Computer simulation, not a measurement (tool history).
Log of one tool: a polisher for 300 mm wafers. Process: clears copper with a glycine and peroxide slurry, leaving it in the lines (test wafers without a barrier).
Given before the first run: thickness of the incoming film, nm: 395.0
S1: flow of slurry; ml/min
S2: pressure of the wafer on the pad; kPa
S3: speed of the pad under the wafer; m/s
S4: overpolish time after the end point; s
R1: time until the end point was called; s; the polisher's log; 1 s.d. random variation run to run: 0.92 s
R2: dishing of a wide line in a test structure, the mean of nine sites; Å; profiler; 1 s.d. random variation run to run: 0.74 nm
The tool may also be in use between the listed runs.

run  hour   S1    S2    S3  S4      R1      R2
  1   0.0  170  16.5  1.16  10  88.904  273.36
  2   3.3  165  15.9  1.16  11  89.216  285.73
  3   3.9  165  15.2  1.16  11  94.522  279.25
  4  10.1  185  15.2  1.16  11  93.955  283.15
  5  12.7  185  15.2  1.40  11  79.813  314.00
  6  17.8  185  14.5  1.40  11  82.750  293.47
  7  21.2  185  13.8  1.40  12  86.452  307.23

Forecast run 8:
  8  28.2  185  13.8  1.40  12   ?   ?

{"run 8": {"R1": 85.03, "R2": 322.93}}
